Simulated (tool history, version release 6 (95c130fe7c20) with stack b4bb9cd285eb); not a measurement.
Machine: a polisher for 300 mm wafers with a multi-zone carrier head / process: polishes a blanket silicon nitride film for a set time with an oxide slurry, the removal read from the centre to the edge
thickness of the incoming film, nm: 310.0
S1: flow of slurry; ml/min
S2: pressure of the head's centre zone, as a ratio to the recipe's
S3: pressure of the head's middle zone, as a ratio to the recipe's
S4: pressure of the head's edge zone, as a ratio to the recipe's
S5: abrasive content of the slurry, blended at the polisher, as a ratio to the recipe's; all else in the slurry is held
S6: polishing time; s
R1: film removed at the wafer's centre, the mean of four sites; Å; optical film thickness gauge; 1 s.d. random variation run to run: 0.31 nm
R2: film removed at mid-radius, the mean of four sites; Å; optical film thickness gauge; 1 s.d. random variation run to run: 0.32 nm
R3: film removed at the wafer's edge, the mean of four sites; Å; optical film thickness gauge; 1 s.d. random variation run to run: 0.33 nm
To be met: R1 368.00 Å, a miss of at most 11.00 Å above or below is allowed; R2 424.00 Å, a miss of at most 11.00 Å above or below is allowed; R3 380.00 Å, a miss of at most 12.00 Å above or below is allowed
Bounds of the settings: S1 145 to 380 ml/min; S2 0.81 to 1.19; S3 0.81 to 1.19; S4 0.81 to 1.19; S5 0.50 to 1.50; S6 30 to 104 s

run	hour	S1	S2	S3	S4	S5	S6	R1	R2	R3
1	0.0	245	1.00	1.00	1.00	1.00	67	632.99	663.72	653.39
2	7.6	245	1.00	1.00	0.94	1.00	67	623.11	671.41	633.12
3	9.3	245	1.00	1.00	0.89	1.00	67	638.19	667.88	627.01
4	17.2	245	1.00	1.00	0.94	1.00	67	621.53	668.33	631.57
5	20.2	245	1.00	1.00	0.94	1.20	67	680.22	714.74	681.59
6	22.0	245	0.99	1.00	0.91	1.00	61	569.42	603.79	582.90
7	23.3	255	0.99	1.10	0.81	0.75	43	365.98	425.32	346.92
8	25.7	260	0.98	1.09	0.84	0.75	43	355.03	419.90	352.34
9	33.1	265	0.98	1.08	0.86	0.75	43	361.44	416.42	351.20
10	35.0	245	0.93	1.06	0.96	0.85	43	353.97	427.60	392.22

4 next moves are on the table. One of them brings every result within its allowed miss. Which?
A	36.9	245	1.06	1.18	0.91	0.85	39	?	?	?
B	36.9	350	1.03	1.01	0.94	0.65	46	?	?	?
C	36.9	345	1.01	1.12	1.02	0.90	39	?	?	?
D	36.9	260	0.99	1.11	0.91	0.85	39	?	?	?

move	R1	R2	R3
A	366.33	420.78	346.83
B	394.18	406.36	385.75
C	371.92	426.48	385.03
D	345.55	402.30	349.10
A: brings the last run's worst result on target, with another outside its allowed miss
B: carries the result that was furthest off beyond its target, to the other side
C: every result within its allowed miss
D: moves away from the targets compared with the last run
Correct choice: C, which meets every target
